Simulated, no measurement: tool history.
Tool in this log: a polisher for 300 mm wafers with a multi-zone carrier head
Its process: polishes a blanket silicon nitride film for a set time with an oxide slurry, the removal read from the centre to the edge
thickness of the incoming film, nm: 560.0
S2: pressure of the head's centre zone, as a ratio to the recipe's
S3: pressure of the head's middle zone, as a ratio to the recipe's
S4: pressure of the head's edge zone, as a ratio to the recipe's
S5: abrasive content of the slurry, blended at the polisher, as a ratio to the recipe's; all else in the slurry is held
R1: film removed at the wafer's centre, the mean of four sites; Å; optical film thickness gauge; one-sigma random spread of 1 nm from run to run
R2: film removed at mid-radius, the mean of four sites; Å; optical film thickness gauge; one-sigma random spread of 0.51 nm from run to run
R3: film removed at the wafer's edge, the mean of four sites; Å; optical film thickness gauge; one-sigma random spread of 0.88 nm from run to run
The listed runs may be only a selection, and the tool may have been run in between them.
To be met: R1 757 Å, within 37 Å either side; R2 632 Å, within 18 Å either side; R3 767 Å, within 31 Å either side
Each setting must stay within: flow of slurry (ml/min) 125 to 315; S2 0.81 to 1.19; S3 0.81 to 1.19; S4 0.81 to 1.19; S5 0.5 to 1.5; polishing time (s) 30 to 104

Run 1, hour 0: flow of slurry (ml/min) 205, S2 1, S3 1, S4 1, S5 1, polishing time (s) 67. Result: R1 626.93 Å, R2 600.86 Å, R3 606.8 Å.
Run 2, hour 5.5: flow of slurry (ml/min) 205, S2 1, S3 1, S4 1, S5 1, polishing time (s) 73. Result: R1 664.18 Å, R2 661.96 Å, R3 682.54 Å.
Run 3, hour 11.5: flow of slurry (ml/min) 160, S2 1, S3 1, S4 1, S5 1, polishing time (s) 73. Result: R1 649.87 Å, R2 629.88 Å, R3 664.72 Å.
Run 4, hour 12.1: flow of slurry (ml/min) 160, S2 1, S3 1, S4 0.92, S5 1, polishing time (s) 73. Result: R1 672.5 Å, R2 641.5 Å, R3 619.37 Å.
Run 5, hour 15.9: flow of slurry (ml/min) 160, S2 1.08, S3 1, S4 0.92, S5 1, polishing time (s) 73. Result: R1 699.84 Å, R2 632.26 Å, R3 623.98 Å.
Run 6, hour 23.8: flow of slurry (ml/min) 125, S2 1.08, S3 1, S4 0.92, S5 1, polishing time (s) 73. Result: R1 689.43 Å, R2 611.25 Å, R3 612.59 Å.
Run 7, hour 27.5: flow of slurry (ml/min) 130, S2 1.09, S3 1, S4 0.94, S5 1, polishing time (s) 73. Result: R1 679.5 Å, R2 617.44 Å, R3 627.47 Å.
Run 8, hour 29.3: flow of slurry (ml/min) 135, S2 1.1, S3 0.99, S4 0.95, S5 1, polishing time (s) 73. Result: R1 707.65 Å, R2 615.09 Å, R3 623.13 Å.
Run 9, hour 32.5: flow of slurry (ml/min) 135, S2 1.1, S3 0.98, S4 0.97, S5 1, polishing time (s) 73. Result: R1 695.65 Å, R2 608.13 Å, R3 626.97 Å.
Run 10, hour 33.3: flow of slurry (ml/min) 175, S2 1.13, S3 0.89, S4 1.07, S5 1.25, polishing time (s) 74. Result: R1 826.96 Å, R2 657.63 Å, R3 760.47 Å.
Run 11, hour 42.2: flow of slurry (ml/min) 170, S2 1.12, S3 0.89, S4 1.07, S5 1.25, polishing time (s) 74. Result: R1 802.75 Å, R2 646.39 Å, R3 763.63 Å.
Run 12, hour 49.6: flow of slurry (ml/min) 170, S2 1.12, S3 0.89, S4 1.07, S5 1.25, polishing time (s) 74. Result: R1 802.03 Å, R2 640.87 Å, R3 771.89 Å.
Run 13, hour 54.6: flow of slurry (ml/min) 160, S2 1.1, S3 0.9, S4 1.07, S5 1.25, polishing time (s) 74. Result: R1 797.13 Å, R2 641.98 Å, R3 757.62 Å.

Pick the move, out of 5, that brings all results within their allowed miss; only one does.
Run A, hour 59.6: flow of slurry (ml/min) 180, S2 1.11, S3 0.95, S4 1.06, S5 1.25, polishing time (s) 69. Result: R1 ?, R2 ?, R3 ?.
Run B, hour 59.6: flow of slurry (ml/min) 175, S2 1.11, S3 0.93, S4 1, S5 1.2, polishing time (s) 70. Result: R1 ?, R2 ?, R3 ?.
Run C, hour 59.6: flow of slurry (ml/min) 190, S2 1.19, S3 0.86, S4 1.01, S5 1.1, polishing time (s) 73. Result: R1 ?, R2 ?, R3 ?.
Run D, hour 59.6: flow of slurry (ml/min) 130, S2 1.07, S3 0.9, S4 0.97, S5 1.3, polishing time (s) 74. Result: R1 ?, R2 ?, R3 ?.
Run E, hour 59.6: flow of slurry (ml/min) 170, S2 1.04, S3 0.87, S4 1.1, S5 1.1, polishing time (s) 78. Result: R1 ?, R2 ?, R3 ?.

move      R1      R2      R3
   A  761.83  648.04  706.02
   B  757.98  633.82   683.9
   C  828.72  604.79  698.77
   D  759.86  645.22  713.04
   E  761.29  643.87  770.89
A: brings the last run's worst result on target, with another outside its allowed miss
B: brings the last run's worst result on target, with another outside its allowed miss
C: moves away from the targets compared with the last run
D: brings the last run's worst result on target, with another outside its allowed miss
E: every result within its allowed miss
Answer: E

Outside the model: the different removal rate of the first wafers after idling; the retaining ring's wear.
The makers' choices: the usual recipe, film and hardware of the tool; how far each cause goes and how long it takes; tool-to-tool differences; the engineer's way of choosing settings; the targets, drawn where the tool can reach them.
